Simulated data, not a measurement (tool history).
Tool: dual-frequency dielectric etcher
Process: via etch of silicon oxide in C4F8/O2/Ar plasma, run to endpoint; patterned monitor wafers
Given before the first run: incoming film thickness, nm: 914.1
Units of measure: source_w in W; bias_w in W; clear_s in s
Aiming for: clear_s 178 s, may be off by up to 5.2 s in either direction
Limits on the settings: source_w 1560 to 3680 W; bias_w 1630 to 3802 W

run 1 day=0 | source_w=2620 bias_w=2716 | clear_s=150.73
run 2 day=0.362 | source_w=2910 bias_w=2716 | clear_s=145.42
run 3 day=0.667 | source_w=2700 bias_w=2590 | clear_s=150.99
run 4 day=0.871 | source_w=2520 bias_w=2489 | clear_s=156.14
run 5 day=1.154 | source_w=2720 bias_w=2489 | clear_s=151.55
run 6 day=1.362 | source_w=3060 bias_w=2489 | clear_s=144.36
run 7 day=1.55 | source_w=2830 bias_w=2384 | clear_s=150.91
run 8 day=1.779 | source_w=2650 bias_w=2298 | clear_s=156.11
run 9 day=2.062 | source_w=2510 bias_w=2231 | clear_s=161.02
run 10 day=2.208 | source_w=2410 bias_w=2185 | clear_s=168.48

Next run, 4 choices. One meets every target within its allowed miss, the rest don't. Which?
run A day=2.354 | source_w=2520 bias_w=2492 | clear_s=?
run B day=2.354 | source_w=2800 bias_w=1872 | clear_s=?
run C day=2.354 | source_w=2910 bias_w=2124 | clear_s=?
run D day=2.354 | source_w=2310 bias_w=1846 | clear_s=?

move=A clear_s=158.29
move=B clear_s=162.44
move=C clear_s=154.46
move=D clear_s=178.74
A: further off than the last run
B: further off than the last run
C: further off than the last run
D: every result lands within tolerance
Move D is the one to make.

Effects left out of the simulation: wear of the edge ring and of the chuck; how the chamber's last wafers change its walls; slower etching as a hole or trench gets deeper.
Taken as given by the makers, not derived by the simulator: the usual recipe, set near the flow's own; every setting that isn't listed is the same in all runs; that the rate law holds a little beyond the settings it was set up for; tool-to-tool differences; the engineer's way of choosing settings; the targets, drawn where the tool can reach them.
